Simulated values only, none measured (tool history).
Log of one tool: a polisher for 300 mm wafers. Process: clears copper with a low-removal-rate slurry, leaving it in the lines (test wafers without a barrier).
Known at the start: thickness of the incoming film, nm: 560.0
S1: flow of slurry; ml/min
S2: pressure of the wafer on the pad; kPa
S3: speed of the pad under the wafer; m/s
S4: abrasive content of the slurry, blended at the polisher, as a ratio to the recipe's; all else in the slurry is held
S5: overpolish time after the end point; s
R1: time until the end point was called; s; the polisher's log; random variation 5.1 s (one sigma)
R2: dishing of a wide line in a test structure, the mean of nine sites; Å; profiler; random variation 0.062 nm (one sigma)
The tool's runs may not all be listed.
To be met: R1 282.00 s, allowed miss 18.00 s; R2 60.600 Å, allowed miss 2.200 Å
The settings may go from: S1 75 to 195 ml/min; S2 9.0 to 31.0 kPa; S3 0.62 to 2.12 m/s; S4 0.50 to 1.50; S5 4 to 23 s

run 1 hour=0.0 | S1=125 S2=20.0 S3=1.36 S4=1.00 S5=12 | R1=165.77 R2=259.020
run 2 hour=7.8 | S1=155 S2=20.0 S3=1.36 S4=1.00 S5=12 | R1=162.83 R2=264.740
run 3 hour=11.3 | S1=140 S2=17.9 S3=1.28 S4=0.95 S5=10 | R1=194.43 R2=195.910
run 4 hour=12.4 | S1=125 S2=16.5 S3=1.22 S4=0.85 S5=9 | R1=227.18 R2=158.850
run 5 hour=17.2 | S1=145 S2=16.5 S3=1.22 S4=0.85 S5=9 | R1=220.20 R2=161.990
run 6 hour=22.8 | S1=145 S2=16.5 S3=1.22 S4=0.85 S5=4 | R1=212.14 R2=76.226
run 7 hour=29.6 | S1=150 S2=15.2 S3=1.20 S4=0.90 S5=4 | R1=242.94 R2=70.842
run 8 hour=34.9 | S1=155 S2=14.5 S3=1.20 S4=0.90 S5=4 | R1=243.23 R2=69.532
run 9 hour=40.2 | S1=145 S2=10.3 S3=1.24 S4=0.90 S5=4 | R1=314.76 R2=53.515
run 10 hour=46.0 | S1=145 S2=11.0 S3=1.24 S4=0.90 S5=4 | R1=308.28 R2=57.052

Which of these 4 next moves meets every target?
run A hour=51.8 | S1=145 S2=11.7 S3=1.28 S4=0.85 S5=4 | R1=? R2=?
run B hour=51.8 | S1=130 S2=10.3 S3=1.18 S4=1.15 S5=4 | R1=? R2=?
run C hour=51.8 | S1=165 S2=9.7 S3=1.32 S4=0.85 S5=4 | R1=? R2=?
run D hour=51.8 | S1=160 S2=9.7 S3=1.34 S4=0.75 S5=4 | R1=? R2=?

move=A R1=278.28 R2=61.885
move=B R1=313.33 R2=55.196
move=C R1=307.44 R2=56.177
move=D R1=313.73 R2=55.099
A: meets every target
B: further off than the last run
C: further off than the last run
D: further off than the last run
Move A is the one to make.
